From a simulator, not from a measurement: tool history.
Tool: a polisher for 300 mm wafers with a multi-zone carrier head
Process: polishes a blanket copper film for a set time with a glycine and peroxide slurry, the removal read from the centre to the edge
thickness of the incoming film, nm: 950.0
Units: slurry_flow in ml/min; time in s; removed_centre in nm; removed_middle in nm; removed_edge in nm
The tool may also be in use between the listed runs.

{"run": 1, "hour": 0.0, "slurry_flow": 230, "centre_zone": 1.0, "middle_zone": 1.0, "edge_zone": 1.0, "time": 75, "removed_centre": 346.6, "removed_middle": 352.71, "removed_edge": 334.01}
{"run": 2, "hour": 6.8, "slurry_flow": 230, "centre_zone": 1.0, "middle_zone": 1.05, "edge_zone": 1.0, "time": 75, "removed_centre": 346.07, "removed_middle": 366.52, "removed_edge": 336.27}
{"run": 3, "hour": 10.9, "slurry_flow": 230, "centre_zone": 1.0, "middle_zone": 1.05, "edge_zone": 0.92, "time": 75, "removed_centre": 349.63, "removed_middle": 365.93, "removed_edge": 316.16}
{"run": 4, "hour": 13.7, "slurry_flow": 230, "centre_zone": 1.01, "middle_zone": 1.02, "edge_zone": 1.0, "time": 84, "removed_centre": 393.77, "removed_middle": 396.8, "removed_edge": 373.27}
{"run": 5, "hour": 15.8, "slurry_flow": 230, "centre_zone": 1.01, "middle_zone": 0.95, "edge_zone": 1.0, "time": 84, "removed_centre": 399.46, "removed_middle": 378.46, "removed_edge": 377.27}
{"run": 6, "hour": 19.4, "slurry_flow": 235, "centre_zone": 1.01, "middle_zone": 0.95, "edge_zone": 1.05, "time": 91, "removed_centre": 418.59, "removed_middle": 405.09, "removed_edge": 427.47}
{"hour": 26.5, "done": "worn pad replaced by a new one"}
{"run": 7, "hour": 26.5, "slurry_flow": 240, "centre_zone": 1.03, "middle_zone": 0.97, "edge_zone": 1.08, "time": 96, "removed_centre": 498.84, "removed_middle": 487.68, "removed_edge": 499.12}

Run 8 comes next. What will it give?
{"run": 8, "hour": 31.8, "slurry_flow": 250, "centre_zone": 1.03, "middle_zone": 0.96, "edge_zone": 1.1, "time": 96, "removed_centre": "?", "removed_middle": "?", "removed_edge": "?"}

{"run 8": {"removed_centre": 501.15, "removed_middle": 485.68, "removed_edge": 508.32}}

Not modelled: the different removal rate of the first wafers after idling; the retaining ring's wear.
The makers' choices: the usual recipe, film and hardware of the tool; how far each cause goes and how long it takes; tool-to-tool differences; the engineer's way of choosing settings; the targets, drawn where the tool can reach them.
